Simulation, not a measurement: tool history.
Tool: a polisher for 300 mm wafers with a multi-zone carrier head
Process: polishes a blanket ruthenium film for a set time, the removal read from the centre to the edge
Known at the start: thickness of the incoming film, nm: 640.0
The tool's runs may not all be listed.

| run | hour | flow of slurry (ml/min) | pressure of the head's centre zone | pressure of the head's middle zone | pressure of the head's edge zone | polishing time (s) | film removed at the wafer's centre (Å) | film removed at mid-radius (Å) | film removed at the wafer's edge (Å) |
|---|---|---|---|---|---|---|---|---|---|
| 1 | 0.0 | 235 | 1.00 | 1.00 | 1.00 | 75 | 1223.3 | 1172.9 | 1194.9 |
| 2 | 2.8 | 235 | 1.00 | 1.00 | 1.00 | 94 | 1506.5 | 1494.4 | 1467.8 |
| 3 | 9.7 | 235 | 1.00 | 0.92 | 1.00 | 94 | 1529.7 | 1367.1 | 1496.8 |
| 4 | 14.8 | 240 | 1.00 | 0.95 | 0.99 | 94 | 1543.1 | 1404.2 | 1500.3 |
| 5 | 19.3 | 240 | 1.00 | 0.95 | 0.99 | 86 | 1381.7 | 1308.4 | 1360.4 |
| 6 | 21.0 | 220 | 1.00 | 0.95 | 0.99 | 86 | 1406.0 | 1277.4 | 1351.4 |
| 7 | 27.3 | 225 | 1.01 | 0.98 | 0.99 | 87 | 1437.3 | 1318.8 | 1362.8 |
| 8 | 35.8 | 270 | 0.99 | 1.08 | 0.92 | 95 | 1513.1 | 1609.4 | 1455.8 |
| 9 | 38.4 | 270 | 0.99 | 1.09 | 0.92 | 95 | 1599.8 | 1617.9 | 1468.9 |
| 10 | 44.7 | 270 | 0.99 | 1.09 | 0.92 | 95 | 1497.4 | 1629.5 | 1452.9 |
| 11 | 46.5 | 270 | 1.00 | 1.10 | 0.92 | 95 | 1569.3 | 1638.4 | 1449.6 |
| 12 | 51.1 | 270 | 1.00 | 1.11 | 0.92 | 95 | 1546.5 | 1663.1 | 1450.9 |

Forecast run 13:
| 13 | 53.7 | 270 | 1.00 | 1.12 | 0.92 | 95 | ? | ? | ? |

{"run 13": {"film removed at the wafer's centre (Å)": 1552.2, "film removed at mid-radius (Å)": 1660.8, "film removed at the wafer's edge (Å)": 1421.4}}
